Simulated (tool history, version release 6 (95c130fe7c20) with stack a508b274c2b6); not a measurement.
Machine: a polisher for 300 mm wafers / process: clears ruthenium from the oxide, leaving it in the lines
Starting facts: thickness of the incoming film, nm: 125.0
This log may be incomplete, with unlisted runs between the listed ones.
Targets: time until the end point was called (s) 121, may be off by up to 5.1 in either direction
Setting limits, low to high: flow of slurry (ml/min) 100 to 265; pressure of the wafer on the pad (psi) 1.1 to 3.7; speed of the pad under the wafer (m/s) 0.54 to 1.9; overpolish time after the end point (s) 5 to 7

run	day	flow of slurry (ml/min)	pressure of the wafer on the pad (psi)	speed of the pad under the wafer (m/s)	overpolish time after the end point (s)	time until the end point was called (s)
1	0	170	2.4	1.22	7	66.487
2	0.083	155	2.4	1.22	7	67.728
3	0.358	155	2.2	1.22	7	73.168
4	0.604	155	2	1.2	7	81.51
5	0.733	155	1.9	1.2	7	86.662
6	0.762	155	1.8	1.2	7	89.504
7	1.071	155	1.7	1.2	7	92.649
8	1.188	155	1.6	1.2	7	102.34
9	1.3	155	1.4	1.2	7	116.07

Exercise: of the 4 proposed moves below, exactly one satisfies all targets within the stated allowed misses. Which move is it?
A	1.412	155	1.4	1.4	7	?
B	1.412	200	1.5	1.14	7	?
C	1.412	150	1.5	1.16	5	?
D	1.412	140	1.3	1.24	7	?

move	time until the end point was called (s)
A	102.77
B	105.95
C	109.42
D	121.59
A: its largest miss is bigger than the last run's
B: its largest miss is bigger than the last run's
C: its largest miss is bigger than the last run's
D: meets every target
Correct choice: D, which meets every target

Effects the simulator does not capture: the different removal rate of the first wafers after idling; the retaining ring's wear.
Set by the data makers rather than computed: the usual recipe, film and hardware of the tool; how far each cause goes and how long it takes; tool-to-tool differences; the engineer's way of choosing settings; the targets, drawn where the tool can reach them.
